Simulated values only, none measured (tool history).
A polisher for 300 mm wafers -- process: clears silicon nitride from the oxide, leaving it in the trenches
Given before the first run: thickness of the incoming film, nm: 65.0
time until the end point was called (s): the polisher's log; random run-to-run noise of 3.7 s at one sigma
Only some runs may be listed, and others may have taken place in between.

| run | hour | flow of slurry (ml/min) | pressure of the wafer on the pad (kPa) | speed of the pad under the wafer (m/s) | overpolish time after the end point (s) | time until the end point was called (s) |
|---|---|---|---|---|---|---|
| 1 | 0 | 170 | 13.1 | 1.28 | 7 | 95.127 |
| 2 | 8.7 | 170 | 13.1 | 1.28 | 7 | 95.825 |
| 3 | 13.9 | 200 | 13.1 | 1.28 | 7 | 90.946 |
| 4 | 22.2 | 200 | 15.9 | 1.28 | 7 | 76.101 |
| 5 | 24.3 | 200 | 15.9 | 1.06 | 7 | 94.151 |
| 6 | 26 | 185 | 15.9 | 1.06 | 7 | 97.485 |
| 7 | 34.2 | 170 | 11.7 | 0.94 | 7 | 140.42 |

Forecast run 8:
| 8 | 41.9 | 170 | 11 | 0.94 | 7 | ? |

Run 8 produced time until the end point was called (s) 149.06.
